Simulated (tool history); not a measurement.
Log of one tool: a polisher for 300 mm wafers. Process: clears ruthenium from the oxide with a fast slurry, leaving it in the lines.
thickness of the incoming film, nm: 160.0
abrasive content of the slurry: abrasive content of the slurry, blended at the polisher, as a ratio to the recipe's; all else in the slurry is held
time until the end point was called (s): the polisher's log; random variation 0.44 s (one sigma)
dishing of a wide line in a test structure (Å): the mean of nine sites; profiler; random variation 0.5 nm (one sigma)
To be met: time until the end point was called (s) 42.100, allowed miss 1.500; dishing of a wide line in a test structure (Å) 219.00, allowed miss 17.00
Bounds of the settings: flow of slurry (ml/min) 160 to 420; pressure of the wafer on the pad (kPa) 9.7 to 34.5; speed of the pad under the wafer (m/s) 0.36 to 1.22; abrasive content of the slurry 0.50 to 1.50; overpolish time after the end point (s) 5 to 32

run    day  flow of slurry (ml/min)  pressure of the wafer on the pad (kPa)  speed of the pad under the wafer (m/s)  abrasive content of the slurry  overpolish time after the end point (s)  time until the end point was called (s)  dishing of a wide line in a test structure (Å)
  1  0.000                      270                                    22.1                                    0.78                            1.00                                       16                                   49.251                                          373.53
  2  0.208                      270                                    18.6                                    0.78                            1.00                                       16                                   57.518                                          336.36
  3  0.350                      270                                    18.6                                    0.78                            1.00                                       23                                   56.918                                          443.57
  4  0.408                      270                                    20.7                                    0.78                            1.00                                       17                                   51.480                                          360.55
  5  0.533                      270                                    22.8                                    0.76                            1.00                                       13                                   49.010                                          311.93
  6  0.812                      270                                    26.9                                    0.76                            1.00                                       13                                   40.833                                          374.28
  7  0.862                      270                                    25.5                                    0.78                            1.05                                       10                                   41.176                                          282.91
  8  1.054                      270                                    24.1                                    0.80                            1.10                                        6                                   42.798                                          190.93

4 next moves are on the table. One of them brings every result within its allowed miss. Which?
  A  1.246                      290                                    22.8                                    0.66                            1.30                                        8                                        ?                                               ?
  B  1.246                      215                                    24.1                                    0.82                            1.15                                        7                                        ?                                               ?
  C  1.246                      325                                    22.1                                    0.82                            1.05                                        8                                        ?                                               ?
  D  1.246                      345                                    24.8                                    0.80                            0.80                                       10                                        ?                                               ?

move  time until the end point was called (s)  dishing of a wide line in a test structure (Å)
   A                                   46.599                                          221.25
   B                                   41.813                                          216.57
   C                                   45.796                                          224.52
   D                                   46.969                                          264.58
A: brings the result that was furthest off to its target, and leaves another outside
B: meets every target
C: brings the result that was furthest off to its target, and leaves another outside
D: takes the result that was furthest off past its target
Answer: B

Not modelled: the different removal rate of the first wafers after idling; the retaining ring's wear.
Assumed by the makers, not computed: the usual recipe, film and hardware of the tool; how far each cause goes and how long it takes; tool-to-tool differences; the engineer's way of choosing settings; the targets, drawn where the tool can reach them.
